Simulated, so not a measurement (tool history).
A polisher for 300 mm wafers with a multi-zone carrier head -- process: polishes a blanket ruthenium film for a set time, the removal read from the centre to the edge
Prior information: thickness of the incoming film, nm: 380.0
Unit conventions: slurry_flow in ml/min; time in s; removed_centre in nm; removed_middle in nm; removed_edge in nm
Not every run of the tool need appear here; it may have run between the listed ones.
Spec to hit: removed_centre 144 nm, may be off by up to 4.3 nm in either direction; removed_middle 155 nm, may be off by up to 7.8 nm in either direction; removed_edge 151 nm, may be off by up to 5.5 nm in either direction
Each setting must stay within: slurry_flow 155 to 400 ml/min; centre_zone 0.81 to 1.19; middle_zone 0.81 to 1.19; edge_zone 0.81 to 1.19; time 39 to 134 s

run 1 hour=0 | slurry_flow=255 centre_zone=1 middle_zone=1 edge_zone=1 time=86 | removed_centre=122.48 removed_middle=122.95 removed_edge=124.72
run 2 hour=4.8 | slurry_flow=260 centre_zone=1.01 middle_zone=1.02 edge_zone=1.02 time=88 | removed_centre=128.48 removed_middle=133.53 removed_edge=129.71
run 3 hour=7.2 | slurry_flow=260 centre_zone=1.01 middle_zone=0.94 edge_zone=1.02 time=88 | removed_centre=123.99 removed_middle=118.61 removed_edge=131.05
run 4 hour=9 | slurry_flow=260 centre_zone=0.97 middle_zone=0.94 edge_zone=1.02 time=88 | removed_centre=122.82 removed_middle=118.86 removed_edge=130.7
run 5 hour=17.7 | slurry_flow=260 centre_zone=0.97 middle_zone=1 edge_zone=1.02 time=88 | removed_centre=122.9 removed_middle=124.63 removed_edge=128.4
run 6 hour=21.7 | slurry_flow=265 centre_zone=0.98 middle_zone=1.01 edge_zone=1.04 time=89 | removed_centre=123.93 removed_middle=128.92 removed_edge=133.56
run 7 hour=30.1 | slurry_flow=270 centre_zone=1 middle_zone=1.02 edge_zone=1.05 time=90 | removed_centre=127.62 removed_middle=132.68 removed_edge=132.75
run 8 hour=30.9 | slurry_flow=270 centre_zone=1 middle_zone=1.03 edge_zone=1.06 time=92 | removed_centre=130.9 removed_middle=141.75 removed_edge=136.08
run 9 hour=33.9 | slurry_flow=270 centre_zone=1.01 middle_zone=1.02 edge_zone=1.07 time=93 | removed_centre=134.38 removed_middle=135.76 removed_edge=138.04
run 10 hour=39.8 | slurry_flow=275 centre_zone=1.01 middle_zone=1.03 edge_zone=1.08 time=94 | removed_centre=135.53 removed_middle=138.83 removed_edge=140.37

Which one of the following 4 next-run settings gets every result inside its allowed miss? There is exactly one.
run A hour=45.7 | slurry_flow=300 centre_zone=1.09 middle_zone=0.92 edge_zone=1.05 time=89 | removed_centre=? removed_middle=? removed_edge=?
run B hour=45.7 | slurry_flow=250 centre_zone=0.97 middle_zone=1.16 edge_zone=1.07 time=106 | removed_centre=? removed_middle=? removed_edge=?
run C hour=45.7 | slurry_flow=285 centre_zone=0.88 middle_zone=0.86 edge_zone=1.19 time=99 | removed_centre=? removed_middle=? removed_edge=?
run D hour=45.7 | slurry_flow=245 centre_zone=1.02 middle_zone=1.08 edge_zone=1.12 time=99 | removed_centre=? removed_middle=? removed_edge=?

move=A removed_centre=137.51 removed_middle=121.93 removed_edge=131.76
move=B removed_centre=147.24 removed_middle=173.38 removed_edge=156.11
move=C removed_centre=128.93 removed_middle=128.02 removed_edge=155.86
move=D removed_centre=142.65 removed_middle=152.2 removed_edge=149.16
A: its largest miss is bigger than the last run's
B: takes the biggest miss from the last run beyond its target
C: its largest miss is bigger than the last run's
D: in spec on every target
Correct choice: D, which meets every target
